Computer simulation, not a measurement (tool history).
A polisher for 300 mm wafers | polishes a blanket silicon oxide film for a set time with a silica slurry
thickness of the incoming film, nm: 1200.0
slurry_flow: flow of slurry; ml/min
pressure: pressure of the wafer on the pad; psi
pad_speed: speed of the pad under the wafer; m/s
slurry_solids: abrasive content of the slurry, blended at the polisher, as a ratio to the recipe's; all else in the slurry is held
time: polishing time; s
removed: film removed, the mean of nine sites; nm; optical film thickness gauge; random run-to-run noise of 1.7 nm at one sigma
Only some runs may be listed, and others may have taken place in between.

run 1 hour=0.0 | slurry_flow=290 pressure=4.7 pad_speed=1.40 slurry_solids=1.00 time=61 | removed=287.34
run 2 hour=4.4 | slurry_flow=290 pressure=4.5 pad_speed=1.40 slurry_solids=1.00 time=61 | removed=282.81
run 3 hour=12.4 | slurry_flow=290 pressure=4.5 pad_speed=1.40 slurry_solids=1.15 time=61 | removed=294.09
run 4 hour=14.8 | slurry_flow=290 pressure=5.4 pad_speed=1.40 slurry_solids=1.15 time=61 | removed=333.64
run 5 hour=18.0 | slurry_flow=290 pressure=5.4 pad_speed=1.40 slurry_solids=1.15 time=64 | removed=357.65
run 6 hour=24.0 | slurry_flow=290 pressure=5.0 pad_speed=1.40 slurry_solids=1.15 time=64 | removed=331.43
run 7 hour=27.8 | slurry_flow=290 pressure=4.7 pad_speed=1.40 slurry_solids=1.15 time=64 | removed=318.61
run 8 hour=35.6 | slurry_flow=290 pressure=4.4 pad_speed=1.40 slurry_solids=1.15 time=64 | removed=304.36
run 9 hour=39.7 | slurry_flow=290 pressure=4.2 pad_speed=1.40 slurry_solids=1.15 time=64 | removed=292.69
run 10 hour=48.6 | slurry_flow=290 pressure=4.2 pad_speed=1.40 slurry_solids=1.15 time=64 | removed=299.97

Estimate the outcome of run 11 from the log above:
run 11 hour=57.3 | slurry_flow=285 pressure=2.9 pad_speed=1.38 slurry_solids=1.15 time=64 | removed=?

Run 11 came out at removed 234.52 nm.
